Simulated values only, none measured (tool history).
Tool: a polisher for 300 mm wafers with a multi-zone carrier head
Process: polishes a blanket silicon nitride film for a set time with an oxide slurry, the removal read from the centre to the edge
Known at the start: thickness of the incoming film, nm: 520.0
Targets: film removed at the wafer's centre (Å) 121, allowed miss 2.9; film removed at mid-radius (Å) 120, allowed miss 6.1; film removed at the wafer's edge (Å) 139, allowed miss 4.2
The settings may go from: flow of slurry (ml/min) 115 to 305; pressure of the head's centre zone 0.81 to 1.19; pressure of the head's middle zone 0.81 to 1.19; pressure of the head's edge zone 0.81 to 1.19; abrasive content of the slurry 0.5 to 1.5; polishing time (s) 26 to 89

run  hour  flow of slurry (ml/min)  pressure of the head's centre zone  pressure of the head's middle zone  pressure of the head's edge zone  abrasive content of the slurry  polishing time (s)  film removed at the wafer's centre (Å)  film removed at mid-radius (Å)  film removed at the wafer's edge (Å)
  1     0                      195                                   1                                   1                                 1                               1                  57                                  247.82                           244.9                                244.23
  2   7.3                      175                                   1                                   1                                 1                               1                  57                                   241.3                          242.06                                242.45
  3  11.7                      170                                0.98                                0.97                              0.99                            0.95                  55                                     222                          219.99                                222.19
  4  13.2                      170                                0.98                                0.97                              0.99                            0.95                  62                                  250.36                             251                                252.88
  5  19.7                      170                                0.98                                0.97                              0.99                            0.95                  57                                  227.86                          226.96                                234.57
  6  25.1                      170                                0.96                                0.95                              0.97                             0.9                  55                                  212.24                          204.56                                213.66
  7  30.4                      165                                0.94                                0.94                              0.97                            0.85                  54                                  191.64                          190.85                                199.82
  8  37.5                      160                                0.92                                0.92                              0.96                             0.8                  54                                  177.93                          173.52                                184.14
  9  40.4                      155                                 0.9                                0.91                              0.96                            0.75                  54                                  162.92                          159.47                                174.26
 10  45.6                      150                                0.89                                 0.9                              0.95                            0.75                  54                                  160.42                          158.19                                172.62
 11  52.7                      125                                0.81                                0.81                              0.93                             0.5                  49                                  70.753                          69.575                                 82.06
 12    55                      150                                0.82                                0.82                              0.96                             0.5                  48                                  72.273                          70.581                                82.838
 13  57.6                      145                                0.84                                0.85                              0.99                             0.5                  48                                  73.028                          72.298                                84.138
 14    63                      140                                0.86                                0.87                                 1                            0.55                  48                                  89.682                          90.586                                103.27

4 next moves are on the table. One of them brings every result within its allowed miss. Which?
  A  68.4                      140                                0.96                                1.14                              0.96                             0.6                  54                                       ?                               ?                                     ?
  B  68.4                      205                                0.81                                0.84                                 1                             0.6                  54                                       ?                               ?                                     ?
  C  68.4                      130                                0.86                                0.88                              0.99                             0.7                  51                                       ?                               ?                                     ?
  D  68.4                      195                                0.99                                0.89                              0.83                             0.5                  42                                       ?                               ?                                     ?

move  film removed at the wafer's centre (Å)  film removed at mid-radius (Å)  film removed at the wafer's edge (Å)
   A                                  126.71                          141.17                                 129.6
   B                                  121.27                          116.71                                 139.2
   C                                  133.27                          129.32                                151.08
   D                                  76.438                          67.218                                70.257
A: takes the result that was furthest off past its target
B: meets every target
C: takes the result that was furthest off past its target
D: further off than the last run
Answer: B
